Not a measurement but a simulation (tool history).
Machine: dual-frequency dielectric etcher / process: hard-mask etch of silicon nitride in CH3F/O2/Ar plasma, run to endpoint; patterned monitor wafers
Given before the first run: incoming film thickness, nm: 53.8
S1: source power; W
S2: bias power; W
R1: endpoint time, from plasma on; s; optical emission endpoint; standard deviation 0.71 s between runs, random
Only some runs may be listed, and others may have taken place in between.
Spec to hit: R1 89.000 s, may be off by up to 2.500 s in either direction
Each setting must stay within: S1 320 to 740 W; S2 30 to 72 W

run    day   S1  S2      R1
  1  0.000  530  51  80.237
  2  0.054  530  46  82.352
  3  0.350  530  54  78.362
  4  0.442  620  54  74.077
  5  0.558  550  54  77.954
  6  0.721  550  62  74.121
  7  1.021  450  52  86.462
     1.071  -- source power generator calibrated
  8  1.071  450  52  83.935
  9  1.142  440  52  84.713
 10  1.325  430  52  85.527
 11  1.650  420  52  84.995

Which single option among these 4 for the next run brings every result within its allowed miss of target? Just one does.
  A  1.975  520  60   ?
  B  1.975  430  42   ?
  C  1.975  460  59   ?
  D  1.975  420  56   ?

move      R1
   A  75.291
   B  89.686
   C  79.580
   D  83.878
A: the biggest miss grows against the last run
B: all results in spec
C: the biggest miss grows against the last run
D: the biggest miss grows against the last run
B is the move that brings every result within its allowed miss.

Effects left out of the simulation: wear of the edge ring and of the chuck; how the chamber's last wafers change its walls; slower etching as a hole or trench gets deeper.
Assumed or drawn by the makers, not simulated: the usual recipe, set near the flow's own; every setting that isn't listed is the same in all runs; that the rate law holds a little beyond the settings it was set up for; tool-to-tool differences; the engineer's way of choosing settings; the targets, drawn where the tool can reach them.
